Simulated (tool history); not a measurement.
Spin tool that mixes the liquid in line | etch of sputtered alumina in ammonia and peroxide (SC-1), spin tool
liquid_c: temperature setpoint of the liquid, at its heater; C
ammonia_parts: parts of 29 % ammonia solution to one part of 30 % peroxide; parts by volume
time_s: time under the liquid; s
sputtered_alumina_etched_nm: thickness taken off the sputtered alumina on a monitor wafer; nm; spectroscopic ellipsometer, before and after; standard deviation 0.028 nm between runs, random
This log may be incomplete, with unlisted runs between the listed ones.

run  hour  liquid_c  ammonia_parts  time_s  sputtered_alumina_etched_nm
  1     0        58            0.4      50                       5.7343
  2   7.9      56.5            0.4      50                       5.2416
  3  11.6        60            0.4      50                       6.3675
  4    15        58            0.4      50                       5.7634
  5  22.1        58            0.5      50                       5.7805
  6  26.7        65            0.5      50                       8.3763
  7  27.4        57            0.5      50                       5.4813

What does the tool deliver on the next run?
  8  31.9      55.5            0.5      50                            ?

{"run 8": {"sputtered_alumina_etched_nm": 5.1324}}

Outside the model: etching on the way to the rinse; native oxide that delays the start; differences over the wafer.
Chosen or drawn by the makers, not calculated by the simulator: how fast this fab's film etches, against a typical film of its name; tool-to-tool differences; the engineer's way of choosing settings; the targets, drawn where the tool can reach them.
